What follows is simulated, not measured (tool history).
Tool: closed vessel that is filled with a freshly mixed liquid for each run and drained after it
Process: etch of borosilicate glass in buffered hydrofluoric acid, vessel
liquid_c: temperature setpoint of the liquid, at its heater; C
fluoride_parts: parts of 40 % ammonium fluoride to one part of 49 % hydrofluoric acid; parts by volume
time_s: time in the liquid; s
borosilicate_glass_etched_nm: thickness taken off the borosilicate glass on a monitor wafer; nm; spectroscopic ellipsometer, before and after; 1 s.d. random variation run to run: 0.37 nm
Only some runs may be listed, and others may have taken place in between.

| run | hour | liquid_c | fluoride_parts | time_s | borosilicate_glass_etched_nm |
|---|---|---|---|---|---|
| 1 | 0 | 23 | 20.5 | 30 | 17.551 |
| 2 | 1.4 | 24 | 20.5 | 30 | 18.56 |
| 3 | 7.4 | 26 | 18 | 30 | 23.137 |
| 4 | 14 | 26 | 13 | 30 | 32.525 |
| 5 | 20.2 | 26 | 13 | 30 | 31.935 |
| 6 | 25.1 | 26 | 13 | 30 | 32.507 |
| 7 | 34.2 | 27 | 13 | 30 | 33.848 |
| 8 | 40.6 | 27.5 | 13 | 30 | 34.972 |

Forecast run 9:
| 9 | 47.8 | 28 | 13 | 30 | ? |

{"run 9": {"borosilicate_glass_etched_nm": 36.218}}
